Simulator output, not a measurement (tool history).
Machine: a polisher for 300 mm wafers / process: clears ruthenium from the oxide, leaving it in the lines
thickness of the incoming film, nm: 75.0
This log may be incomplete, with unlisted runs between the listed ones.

run,hour,flow of slurry (ml/min),pressure of the wafer on the pad (psi),speed of the pad under the wafer (cm/s),overpolish time after the end point (s),time until the end point was called (s)
1,0.0,265,1.7,102,9,85.158
2,1.8,330,1.7,102,9,84.287
3,5.2,330,1.7,102,7,84.398
4,9.9,330,1.7,102,9,83.141
5,16.2,330,1.4,102,9,101.310
6,17.3,330,1.4,120,9,87.633
7,20.1,330,1.6,120,9,75.494

The next listed run, before its measurement:
# hour 25.0: head pressure recalibrated
8,25.0,330,1.7,120,9,?

{"run 8": {"time until the end point was called (s)": 66.172}}
